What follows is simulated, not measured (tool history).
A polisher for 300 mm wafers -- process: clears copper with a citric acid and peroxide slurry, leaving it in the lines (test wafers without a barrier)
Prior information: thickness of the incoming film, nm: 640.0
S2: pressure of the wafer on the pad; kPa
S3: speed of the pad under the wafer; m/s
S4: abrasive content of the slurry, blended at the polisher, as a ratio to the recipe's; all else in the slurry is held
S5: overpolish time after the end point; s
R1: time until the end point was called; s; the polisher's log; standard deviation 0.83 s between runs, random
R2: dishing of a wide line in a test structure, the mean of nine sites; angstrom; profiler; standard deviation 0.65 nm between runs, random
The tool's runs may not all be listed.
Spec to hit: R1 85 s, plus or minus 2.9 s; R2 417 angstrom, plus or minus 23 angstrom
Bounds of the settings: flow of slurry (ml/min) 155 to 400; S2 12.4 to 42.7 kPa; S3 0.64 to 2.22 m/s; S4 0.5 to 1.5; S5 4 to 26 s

{"run": 1, "hour": 0.0, "flow of slurry (ml/min)": 255, "S2": 27.6, "S3": 1.42, "S4": 1, "S5": 13, "R1": 128.57, "R2": 358.62}
{"run": 2, "hour": 9.0, "flow of slurry (ml/min)": 255, "S2": 29, "S3": 1.42, "S4": 1, "S5": 13, "R1": 122.97, "R2": 372.01}
{"run": 3, "hour": 17.8, "flow of slurry (ml/min)": 255, "S2": 29, "S3": 1.42, "S4": 1, "S5": 16, "R1": 123.96, "R2": 434.43}
{"run": 4, "hour": 19.6, "flow of slurry (ml/min)": 255, "S2": 24.8, "S3": 1.42, "S4": 1, "S5": 16, "R1": 141.76, "R2": 392.72}
{"run": 5, "hour": 23.3, "flow of slurry (ml/min)": 215, "S2": 24.8, "S3": 1.42, "S4": 1, "S5": 16, "R1": 146, "R2": 396.08}
{"run": 6, "hour": 25.3, "flow of slurry (ml/min)": 215, "S2": 20, "S3": 1.42, "S4": 1, "S5": 16, "R1": 178.31, "R2": 335.74}
{"run": 7, "hour": 26.1, "flow of slurry (ml/min)": 225, "S2": 22.1, "S3": 1.42, "S4": 1, "S5": 15, "R1": 163.11, "R2": 351.13}
{"run": 8, "hour": 34.4, "flow of slurry (ml/min)": 235, "S2": 24.1, "S3": 1.42, "S4": 1, "S5": 14, "R1": 147.36, "R2": 354.29}
{"run": 9, "hour": 41.9, "flow of slurry (ml/min)": 240, "S2": 26.2, "S3": 1.42, "S4": 1, "S5": 14, "R1": 136.7, "R2": 376.4}
{"run": 10, "hour": 50.1, "flow of slurry (ml/min)": 250, "S2": 27.6, "S3": 1.42, "S4": 1, "S5": 13, "R1": 131.23, "R2": 370.21}
{"run": 11, "hour": 53.1, "flow of slurry (ml/min)": 260, "S2": 29, "S3": 1.42, "S4": 1, "S5": 12, "R1": 125.16, "R2": 352.45}
{"run": 12, "hour": 60.7, "flow of slurry (ml/min)": 265, "S2": 30.3, "S3": 1.42, "S4": 1, "S5": 12, "R1": 118.77, "R2": 385.61}
{"run": 13, "hour": 66.9, "flow of slurry (ml/min)": 270, "S2": 31.7, "S3": 1.42, "S4": 1, "S5": 11, "R1": 112.05, "R2": 365.15}
{"run": 14, "hour": 70.4, "flow of slurry (ml/min)": 275, "S2": 32.4, "S3": 1.42, "S4": 1, "S5": 11, "R1": 110.14, "R2": 369.42}
{"run": 15, "hour": 78.1, "flow of slurry (ml/min)": 275, "S2": 33.1, "S3": 1.42, "S4": 1, "S5": 11, "R1": 108.19, "R2": 380.09}
{"run": 16, "hour": 85.4, "flow of slurry (ml/min)": 285, "S2": 40.7, "S3": 1.44, "S4": 1, "S5": 9, "R1": 88.534, "R2": 391.96}
{"run": 17, "hour": 93.6, "flow of slurry (ml/min)": 290, "S2": 40.7, "S3": 1.44, "S4": 1, "S5": 9, "R1": 85.469, "R2": 376.64}

Pick the move, out of 5, that brings all results within their allowed miss; only one does.
{"run": "A", "hour": 101.8, "flow of slurry (ml/min)": 285, "S2": 42.7, "S3": 1.28, "S4": 1.05, "S5": 9, "R1": "?", "R2": "?"}
{"run": "B", "hour": 101.8, "flow of slurry (ml/min)": 275, "S2": 40.7, "S3": 1.36, "S4": 1, "S5": 11, "R1": "?", "R2": "?"}
{"run": "C", "hour": 101.8, "flow of slurry (ml/min)": 305, "S2": 42.7, "S3": 1.34, "S4": 1.15, "S5": 12, "R1": "?", "R2": "?"}
{"run": "D", "hour": 101.8, "flow of slurry (ml/min)": 275, "S2": 40, "S3": 1.52, "S4": 1, "S5": 10, "R1": "?", "R2": "?"}
{"run": "E", "hour": 101.8, "flow of slurry (ml/min)": 360, "S2": 42.7, "S3": 1.36, "S4": 1, "S5": 12, "R1": "?", "R2": "?"}

move=A R1=90.784 R2=369.18
move=B R1=91.159 R2=425.78
move=C R1=84.518 R2=477.28
move=D R1=83.178 R2=424.29
move=E R1=84.988 R2=475.5
A: lands further from the targets than the last run did
B: the furthest-off result lands on target, but another misses its tolerance
C: pushes the last run's worst result past its target
D: every result within its allowed miss
E: pushes the last run's worst result past its target
The move that meets every target is D.
